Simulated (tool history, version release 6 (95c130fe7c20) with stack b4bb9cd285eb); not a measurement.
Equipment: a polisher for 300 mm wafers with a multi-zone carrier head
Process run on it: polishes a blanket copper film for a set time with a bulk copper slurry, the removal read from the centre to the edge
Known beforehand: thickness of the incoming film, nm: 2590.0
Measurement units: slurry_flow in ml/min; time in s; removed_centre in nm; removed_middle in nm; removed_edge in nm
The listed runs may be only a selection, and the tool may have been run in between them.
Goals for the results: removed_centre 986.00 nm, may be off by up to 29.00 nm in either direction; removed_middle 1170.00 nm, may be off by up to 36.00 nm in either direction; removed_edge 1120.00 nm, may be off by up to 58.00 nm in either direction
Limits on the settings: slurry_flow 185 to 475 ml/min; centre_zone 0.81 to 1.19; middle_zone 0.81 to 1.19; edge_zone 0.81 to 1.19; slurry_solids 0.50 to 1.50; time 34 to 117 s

run,day,slurry_flow,centre_zone,middle_zone,edge_zone,slurry_solids,time,removed_centre,removed_middle,removed_edge
1,0.000,305,1.00,1.00,1.00,1.00,75,879.09,889.29,868.71
2,0.067,305,0.99,1.03,1.04,1.15,76,927.05,964.35,949.54
3,0.112,310,0.98,1.07,1.07,1.20,76,925.00,1000.20,987.57
4,0.346,310,0.98,1.07,1.07,1.20,92,1127.80,1215.60,1193.50
5,0.650,255,0.98,1.07,1.07,1.20,92,1112.70,1184.80,1187.50
6,1.000,255,0.96,1.07,1.05,1.20,92,1080.40,1184.70,1157.60
7,1.354,250,0.94,1.07,1.05,1.20,92,1063.70,1183.80,1181.60
8,1.408,245,0.93,1.07,1.03,1.20,92,1040.00,1213.30,1166.80
9,1.617,240,0.92,1.06,1.02,1.20,92,1035.60,1197.40,1143.20
10,1.742,235,0.91,1.06,1.02,1.20,92,1041.00,1193.20,1147.10

Below are 5 possible settings for the next run. Only one of them brings all results inside the allowed miss of their targets. Which is it?
A,1.867,215,0.92,1.10,1.07,1.40,84,?,?,?
B,1.867,185,0.87,0.90,1.16,0.85,110,?,?,?
C,1.867,195,0.88,0.90,1.10,1.35,95,?,?,?
D,1.867,225,0.94,1.07,1.00,1.15,92,?,?,?
E,1.867,210,0.87,0.94,1.19,1.10,96,?,?,?

move,removed_centre,removed_middle,removed_edge
A,981.37,1169.50,1070.40
B,1026.50,1133.10,1228.00
C,1041.90,1136.40,1206.80
D,1037.90,1187.20,1081.50
E,982.77,1115.00,1183.10
A: meets every target
B: neither nearer nor further off than the last run
C: neither nearer nor further off than the last run
D: better than the last run, though not everything is in spec
E: corrects the largest miss of the last run, while another result sits out of spec
The move that meets every target is A.
